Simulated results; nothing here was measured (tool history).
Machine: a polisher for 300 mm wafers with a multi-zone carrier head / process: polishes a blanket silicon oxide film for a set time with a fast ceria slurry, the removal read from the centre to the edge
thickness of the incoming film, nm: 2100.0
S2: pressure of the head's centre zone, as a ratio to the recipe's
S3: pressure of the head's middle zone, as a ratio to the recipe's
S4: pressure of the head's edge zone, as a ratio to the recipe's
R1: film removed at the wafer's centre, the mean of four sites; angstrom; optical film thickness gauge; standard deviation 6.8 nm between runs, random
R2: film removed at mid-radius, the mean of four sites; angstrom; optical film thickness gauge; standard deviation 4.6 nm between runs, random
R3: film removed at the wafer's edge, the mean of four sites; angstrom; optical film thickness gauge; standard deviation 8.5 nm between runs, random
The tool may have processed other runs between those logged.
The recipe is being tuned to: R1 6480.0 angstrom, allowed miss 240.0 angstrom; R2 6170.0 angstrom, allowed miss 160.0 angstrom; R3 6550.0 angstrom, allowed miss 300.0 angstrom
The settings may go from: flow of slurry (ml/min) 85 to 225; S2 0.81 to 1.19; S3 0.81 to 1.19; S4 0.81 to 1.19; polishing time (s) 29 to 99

run 1 hour=0.0 | flow_of_slurry_(ml/min)=145 S2=1.00 S3=1.00 S4=1.00 polishing_time_(s)=64 | R1=4700.2 R2=4737.0 R3=4543.2
run 2 hour=7.3 | flow_of_slurry_(ml/min)=145 S2=1.00 S3=1.00 S4=0.92 polishing_time_(s)=64 | R1=4602.5 R2=4656.9 R3=4566.8
run 3 hour=13.0 | flow_of_slurry_(ml/min)=145 S2=1.00 S3=1.00 S4=0.89 polishing_time_(s)=64 | R1=4598.0 R2=4696.7 R3=4518.0
run 4 hour=17.9 | flow_of_slurry_(ml/min)=145 S2=1.00 S3=0.93 S4=0.89 polishing_time_(s)=64 | R1=4695.3 R2=4375.6 R3=4421.8
run 5 hour=19.9 | flow_of_slurry_(ml/min)=125 S2=1.00 S3=0.93 S4=0.89 polishing_time_(s)=64 | R1=4503.9 R2=4309.5 R3=4380.0
run 6 hour=23.1 | flow_of_slurry_(ml/min)=125 S2=1.00 S3=0.93 S4=0.89 polishing_time_(s)=72 | R1=5003.2 R2=4778.5 R3=5021.6
run 7 hour=23.9 | flow_of_slurry_(ml/min)=130 S2=1.01 S3=0.95 S4=0.90 polishing_time_(s)=77 | R1=5626.4 R2=5320.7 R3=5268.5
run 8 hour=30.5 | flow_of_slurry_(ml/min)=135 S2=0.98 S3=0.93 S4=0.93 polishing_time_(s)=81 | R1=5651.1 R2=5433.3 R3=5685.7

Which one of the following 4 next-run settings gets every result inside its allowed miss? There is exactly one.
run A hour=37.1 | flow_of_slurry_(ml/min)=160 S2=0.92 S3=1.09 S4=0.95 polishing_time_(s)=83 | R1=? R2=? R3=?
run B hour=37.1 | flow_of_slurry_(ml/min)=165 S2=0.91 S3=0.86 S4=0.97 polishing_time_(s)=89 | R1=? R2=? R3=?
run C hour=37.1 | flow_of_slurry_(ml/min)=190 S2=1.15 S3=1.03 S4=0.86 polishing_time_(s)=72 | R1=? R2=? R3=?
run D hour=37.1 | flow_of_slurry_(ml/min)=200 S2=0.96 S3=0.90 S4=0.97 polishing_time_(s)=89 | R1=? R2=? R3=?

move=A R1=5692.7 R2=6592.1 R3=6016.6
move=B R1=6070.1 R2=5820.1 R3=6548.2
move=C R1=6145.6 R2=5581.0 R3=5116.6
move=D R1=6547.7 R2=6207.2 R3=6676.1
A: the result that was furthest off in the last run now lies on the other side of its target
B: better than the last run, though not everything is in spec
C: about as far from the targets as the last run
D: meets every target
D meets every target.
